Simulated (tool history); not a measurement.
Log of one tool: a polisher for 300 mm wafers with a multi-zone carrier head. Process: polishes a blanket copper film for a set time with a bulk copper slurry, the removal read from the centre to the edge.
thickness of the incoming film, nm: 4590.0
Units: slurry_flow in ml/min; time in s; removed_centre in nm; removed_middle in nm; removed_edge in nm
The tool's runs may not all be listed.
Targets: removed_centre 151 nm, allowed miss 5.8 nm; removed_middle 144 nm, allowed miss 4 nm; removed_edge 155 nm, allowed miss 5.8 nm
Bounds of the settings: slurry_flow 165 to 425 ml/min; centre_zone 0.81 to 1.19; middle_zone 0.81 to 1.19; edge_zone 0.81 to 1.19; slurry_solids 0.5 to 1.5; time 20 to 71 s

Run 1, hour 0: slurry_flow 275 ml/min, centre_zone 1, middle_zone 1, edge_zone 1, slurry_solids 1, time 45 s. Result: removed_centre 313.31 nm, removed_middle 312.9 nm, removed_edge 320.81 nm.
Run 2, hour 4.3: slurry_flow 335 ml/min, centre_zone 1, middle_zone 1, edge_zone 1, slurry_solids 1, time 45 s. Result: removed_centre 315.44 nm, removed_middle 313.08 nm, removed_edge 323.03 nm.
Run 3, hour 5.1: slurry_flow 335 ml/min, centre_zone 1, middle_zone 1, edge_zone 1, slurry_solids 1.15, time 45 s. Result: removed_centre 334.75 nm, removed_middle 327.21 nm, removed_edge 338.77 nm.
Run 4, hour 6.9: slurry_flow 335 ml/min, centre_zone 0.99, middle_zone 0.96, edge_zone 0.96, slurry_solids 0.95, time 38 s. Result: removed_centre 262.58 nm, removed_middle 255.06 nm, removed_edge 270.98 nm.
Run 5, hour 10.1: slurry_flow 330 ml/min, centre_zone 0.99, middle_zone 0.94, edge_zone 0.93, slurry_solids 0.8, time 33 s. Result: removed_centre 221.91 nm, removed_middle 210.24 nm, removed_edge 217.8 nm.
Run 6, hour 16.2: slurry_flow 325 ml/min, centre_zone 0.96, middle_zone 0.91, edge_zone 0.9, slurry_solids 0.7, time 31 s. Result: removed_centre 196.64 nm, removed_middle 185.92 nm, removed_edge 202.73 nm.
Run 7, hour 20.7: slurry_flow 320 ml/min, centre_zone 0.96, middle_zone 0.93, edge_zone 0.82, slurry_solids 0.5, time 20 s. Result: removed_centre 116.58 nm, removed_middle 116.64 nm, removed_edge 112.08 nm.
Run 8, hour 21.5: slurry_flow 330 ml/min, centre_zone 0.97, middle_zone 0.94, edge_zone 0.89, slurry_solids 0.5, time 20 s. Result: removed_centre 120.34 nm, removed_middle 115.49 nm, removed_edge 119.3 nm.
Run 9, hour 25: slurry_flow 330 ml/min, centre_zone 0.97, middle_zone 0.94, edge_zone 0.9, slurry_solids 0.6, time 20 s. Result: removed_centre 124.09 nm, removed_middle 121.42 nm, removed_edge 124.45 nm.
Run 10, hour 31.3: slurry_flow 335 ml/min, centre_zone 0.97, middle_zone 0.92, edge_zone 0.9, slurry_solids 0.7, time 20 s. Result: removed_centre 128.93 nm, removed_middle 122.6 nm, removed_edge 126.49 nm.
Run 11, hour 35: slurry_flow 335 ml/min, centre_zone 1.03, middle_zone 1.01, edge_zone 1, slurry_solids 0.95, time 22 s. Result: removed_centre 160.57 nm, removed_middle 154.34 nm, removed_edge 155.63 nm.
Run 12, hour 43.9: slurry_flow 325 ml/min, centre_zone 1.02, middle_zone 0.99, edge_zone 1, slurry_solids 0.9, time 22 s. Result: removed_centre 155.37 nm, removed_middle 150.76 nm, removed_edge 157.22 nm.
Run 13, hour 49.9: slurry_flow 325 ml/min, centre_zone 1.02, middle_zone 0.99, edge_zone 1, slurry_solids 0.9, time 22 s. Result: removed_centre 155.37 nm, removed_middle 150.24 nm, removed_edge 153.78 nm.
Run 14, hour 54: slurry_flow 320 ml/min, centre_zone 1.01, middle_zone 0.98, edge_zone 1, slurry_solids 0.9, time 22 s. Result: removed_centre 153.04 nm, removed_middle 148.98 nm, removed_edge 156.19 nm.

Which of these 4 next moves meets every target?
Run A, hour 58.1: slurry_flow 370 ml/min, centre_zone 1, middle_zone 0.94, edge_zone 1.01, slurry_solids 0.9, time 22 s. Result: removed_centre ?, removed_middle ?, removed_edge ?.
Run B, hour 58.1: slurry_flow 340 ml/min, centre_zone 0.99, middle_zone 0.93, edge_zone 1.06, slurry_solids 0.85, time 24 s. Result: removed_centre ?, removed_middle ?, removed_edge ?.
Run C, hour 58.1: slurry_flow 325 ml/min, centre_zone 1.01, middle_zone 1.04, edge_zone 1.09, slurry_solids 0.8, time 22 s. Result: removed_centre ?, removed_middle ?, removed_edge ?.
Run D, hour 58.1: slurry_flow 350 ml/min, centre_zone 1.06, middle_zone 0.95, edge_zone 0.98, slurry_solids 0.95, time 20 s. Result: removed_centre ?, removed_middle ?, removed_edge ?.

move  removed_centre  removed_middle  removed_edge
   A          152.59          145.82        156.93
   B          161.79           154.9        172.51
   C          149.06          153.58        157.78
   D          148.09          134.65        141.71
A: meets every target
B: further off than the last run
C: further off than the last run
D: takes the result that was furthest off past its target
Move A is the one to make.
